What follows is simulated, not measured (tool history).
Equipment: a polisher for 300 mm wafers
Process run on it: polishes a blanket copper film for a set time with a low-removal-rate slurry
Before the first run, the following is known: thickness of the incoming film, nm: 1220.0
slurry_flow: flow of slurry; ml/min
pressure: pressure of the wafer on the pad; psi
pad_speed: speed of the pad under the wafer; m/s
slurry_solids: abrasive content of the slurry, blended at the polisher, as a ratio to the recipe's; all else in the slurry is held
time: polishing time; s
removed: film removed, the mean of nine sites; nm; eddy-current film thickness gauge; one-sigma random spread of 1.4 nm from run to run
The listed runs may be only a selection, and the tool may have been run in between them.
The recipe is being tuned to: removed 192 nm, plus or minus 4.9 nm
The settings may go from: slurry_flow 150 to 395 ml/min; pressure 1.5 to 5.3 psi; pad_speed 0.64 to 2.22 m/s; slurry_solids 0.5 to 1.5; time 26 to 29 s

{"run": 1, "hour": 0.0, "slurry_flow": 250, "pressure": 3.4, "pad_speed": 1.42, "slurry_solids": 1, "time": 29, "removed": 136.77}
{"run": 2, "hour": 8.0, "slurry_flow": 250, "pressure": 2.6, "pad_speed": 1.42, "slurry_solids": 1, "time": 29, "removed": 105.82}
{"run": 3, "hour": 9.0, "slurry_flow": 295, "pressure": 2.6, "pad_speed": 1.42, "slurry_solids": 1, "time": 29, "removed": 108.78}
{"run": 4, "hour": 17.4, "slurry_flow": 295, "pressure": 2.6, "pad_speed": 1.42, "slurry_solids": 1, "time": 29, "removed": 109.07}
{"run": 5, "hour": 23.7, "slurry_flow": 300, "pressure": 2.8, "pad_speed": 1.42, "slurry_solids": 1, "time": 29, "removed": 115.36}
{"run": 6, "hour": 24.6, "slurry_flow": 300, "pressure": 2.2, "pad_speed": 1.42, "slurry_solids": 1, "time": 29, "removed": 92.98}
{"run": 7, "hour": 32.1, "slurry_flow": 300, "pressure": 2.4, "pad_speed": 1.42, "slurry_solids": 1, "time": 29, "removed": 100.13}
{"run": 8, "hour": 34.3, "slurry_flow": 300, "pressure": 2.6, "pad_speed": 1.42, "slurry_solids": 1, "time": 29, "removed": 109.51}
{"run": 9, "hour": 41.4, "slurry_flow": 305, "pressure": 2.8, "pad_speed": 1.42, "slurry_solids": 1, "time": 29, "removed": 117.42}
{"run": 10, "hour": 45.4, "slurry_flow": 310, "pressure": 2.9, "pad_speed": 1.42, "slurry_solids": 1, "time": 29, "removed": 119.76}
{"hour": 49.6, "done": "worn pad replaced by a new one"}
{"run": 11, "hour": 49.6, "slurry_flow": 315, "pressure": 3.9, "pad_speed": 1.44, "slurry_solids": 1, "time": 29, "removed": 179.34}
{"run": 12, "hour": 51.5, "slurry_flow": 320, "pressure": 3.9, "pad_speed": 1.44, "slurry_solids": 1, "time": 29, "removed": 177.46}

Which single option among these 4 for the next run brings every result within its allowed miss of target? Just one does.
{"run": "A", "hour": 53.4, "slurry_flow": 375, "pressure": 3.8, "pad_speed": 1.82, "slurry_solids": 0.95, "time": 29, "removed": "?"}
{"run": "B", "hour": 53.4, "slurry_flow": 345, "pressure": 4.3, "pad_speed": 1.62, "slurry_solids": 1.05, "time": 27, "removed": "?"}
{"run": "C", "hour": 53.4, "slurry_flow": 265, "pressure": 3.9, "pad_speed": 1.8, "slurry_solids": 1.1, "time": 28, "removed": "?"}
{"run": "D", "hour": 53.4, "slurry_flow": 345, "pressure": 4, "pad_speed": 1.6, "slurry_solids": 1, "time": 28, "removed": "?"}

move=A removed=205.76
move=B removed=201.3
move=C removed=202.86
move=D removed=191.49
A: takes the result that was furthest off past its target
B: takes the result that was furthest off past its target
C: takes the result that was furthest off past its target
D: every result within its allowed miss
Move D is the one to make.

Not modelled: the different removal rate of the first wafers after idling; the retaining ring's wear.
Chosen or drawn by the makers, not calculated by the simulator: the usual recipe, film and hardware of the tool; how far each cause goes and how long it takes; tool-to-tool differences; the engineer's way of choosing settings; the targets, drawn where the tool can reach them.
